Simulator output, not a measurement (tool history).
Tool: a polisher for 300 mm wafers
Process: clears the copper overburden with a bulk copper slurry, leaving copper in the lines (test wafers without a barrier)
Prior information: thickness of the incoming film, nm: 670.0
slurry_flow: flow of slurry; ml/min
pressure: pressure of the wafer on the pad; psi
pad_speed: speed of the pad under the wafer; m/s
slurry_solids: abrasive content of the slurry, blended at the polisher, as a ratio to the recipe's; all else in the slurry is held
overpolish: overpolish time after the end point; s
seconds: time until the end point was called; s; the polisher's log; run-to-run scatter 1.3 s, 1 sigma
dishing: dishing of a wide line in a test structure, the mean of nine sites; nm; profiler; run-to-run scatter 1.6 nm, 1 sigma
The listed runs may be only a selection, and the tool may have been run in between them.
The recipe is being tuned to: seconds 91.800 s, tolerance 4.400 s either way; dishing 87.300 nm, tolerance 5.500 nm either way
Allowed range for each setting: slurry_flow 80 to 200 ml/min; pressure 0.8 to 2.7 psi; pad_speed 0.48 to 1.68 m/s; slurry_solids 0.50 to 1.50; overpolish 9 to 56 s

run	hour	slurry_flow	pressure	pad_speed	slurry_solids	overpolish	seconds	dishing
1	0.0	130	1.7	1.08	1.00	29	110.340	92.414
2	9.0	130	1.7	1.08	1.00	18	112.490	64.391
3	17.9	130	1.8	1.08	1.00	20	104.900	74.605
4	18.7	100	1.8	1.08	1.00	20	110.510	68.562
5	22.9	100	1.8	0.82	1.00	20	147.800	59.131
6	27.4	115	2.0	0.82	1.00	20	125.230	67.769
7	36.3	130	2.1	0.82	1.00	20	118.880	68.728
8	38.4	130	2.2	0.82	1.00	21	114.920	76.843
9	40.6	150	2.6	0.86	1.00	16	91.647	74.604
10	47.8	150	2.6	0.86	1.00	16	91.608	71.911
11	55.3	150	2.6	0.86	1.00	18	93.826	81.264

Consider the 5 candidate settings below. Which is the only one whose results all fall within their allowed miss of target?
A	62.8	145	2.7	0.92	0.95	26	?	?
B	62.8	165	2.4	1.00	1.15	18	?	?
C	62.8	145	2.2	0.94	0.85	18	?	?
D	62.8	130	2.5	0.92	1.00	17	?	?
E	62.8	105	2.6	0.90	1.10	20	?	?

move	seconds	dishing
A	87.013	110.390
B	82.723	89.561
C	105.850	75.000
D	94.066	79.549
E	95.177	88.589
A: the result that was furthest off in the last run now lies on the other side of its target
B: puts the biggest miss on target and leaves a different result outside tolerance
C: misses by more than the last run did
D: misses by more than the last run did
E: all results land within tolerance of their targets
Answer: E
